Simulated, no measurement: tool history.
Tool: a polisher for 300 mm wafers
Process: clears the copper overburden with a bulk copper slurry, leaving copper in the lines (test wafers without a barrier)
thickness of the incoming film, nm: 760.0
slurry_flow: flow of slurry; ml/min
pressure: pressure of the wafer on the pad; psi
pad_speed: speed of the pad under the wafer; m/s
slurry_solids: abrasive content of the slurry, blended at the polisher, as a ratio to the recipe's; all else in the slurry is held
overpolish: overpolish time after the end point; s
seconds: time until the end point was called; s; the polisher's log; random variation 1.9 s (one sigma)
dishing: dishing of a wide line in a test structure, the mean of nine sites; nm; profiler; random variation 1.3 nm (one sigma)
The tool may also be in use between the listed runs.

run 1 hour=0 | slurry_flow=130 pressure=1.7 pad_speed=1.12 slurry_solids=1 overpolish=22 | seconds=119.17 dishing=85.491
run 2 hour=5.3 | slurry_flow=130 pressure=1.7 pad_speed=0.84 slurry_solids=1 overpolish=22 | seconds=156.35 dishing=68.734
run 3 hour=11.3 | slurry_flow=115 pressure=1.7 pad_speed=0.84 slurry_solids=1 overpolish=22 | seconds=162.83 dishing=69.789
run 4 hour=18.9 | slurry_flow=115 pressure=1.7 pad_speed=0.84 slurry_solids=1 overpolish=26 | seconds=161.12 dishing=76.512
run 5 hour=24.7 | slurry_flow=115 pressure=1.7 pad_speed=0.84 slurry_solids=0.9 overpolish=26 | seconds=163.19 dishing=77.529
run 6 hour=33.7 | slurry_flow=120 pressure=1.7 pad_speed=0.84 slurry_solids=0.9 overpolish=24 | seconds=163.34 dishing=71.634

Run 7 comes next. What will it give?
run 7 hour=38.1 | slurry_flow=125 pressure=1.7 pad_speed=0.84 slurry_solids=0.9 overpolish=23 | seconds=? dishing=?

seconds: 165.5 s
dishing: 71.053 nm
